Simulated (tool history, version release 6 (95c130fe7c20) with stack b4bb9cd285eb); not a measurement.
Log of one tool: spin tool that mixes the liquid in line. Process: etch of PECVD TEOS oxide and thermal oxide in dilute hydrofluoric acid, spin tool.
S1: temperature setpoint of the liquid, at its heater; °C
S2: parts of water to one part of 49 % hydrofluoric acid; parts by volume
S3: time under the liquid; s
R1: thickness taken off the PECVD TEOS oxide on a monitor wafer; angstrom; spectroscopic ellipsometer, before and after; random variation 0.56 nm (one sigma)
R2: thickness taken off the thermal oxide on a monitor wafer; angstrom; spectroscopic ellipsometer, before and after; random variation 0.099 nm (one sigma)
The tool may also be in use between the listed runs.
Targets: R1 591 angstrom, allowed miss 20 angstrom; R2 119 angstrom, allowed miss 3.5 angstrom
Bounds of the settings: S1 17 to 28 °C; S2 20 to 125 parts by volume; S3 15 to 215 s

run  hour    S1   S2   S3      R1      R2
  1     0    20   70  110  310.49  61.182
  2   2.5    20   70  135  374.44  76.201
  3   6.1    20   85  135  304.74  60.799
  4  14.6    20  105  135  241.44  49.359
  5  19.8  22.5   90  135   319.3   63.49
  6  22.7  22.5   90  100  237.89  47.748
  7  26.5  26.5   60  100  428.64  87.989
  8  28.2  27.5   40  100  694.87  139.14
  9    37  26.5   40  100  666.41  134.17
 10  43.3  25.5   40  100  641.54  130.31

4 next moves are on the table. One of them brings every result within its allowed miss. Which?
  A  49.6    26  40   90   ?   ?
  B  49.6  25.5  50  110   ?   ?
  C  49.6  26.5  35   95   ?   ?
  D  49.6  20.5  40  105   ?   ?

move      R1      R2
   A  598.42  118.91
   B  565.38  112.35
   C  742.06  147.46
   D  554.97  110.28
A: meets every target
B: takes the result that was furthest off past its target
C: further off than the last run
D: takes the result that was furthest off past its target
Answer: A
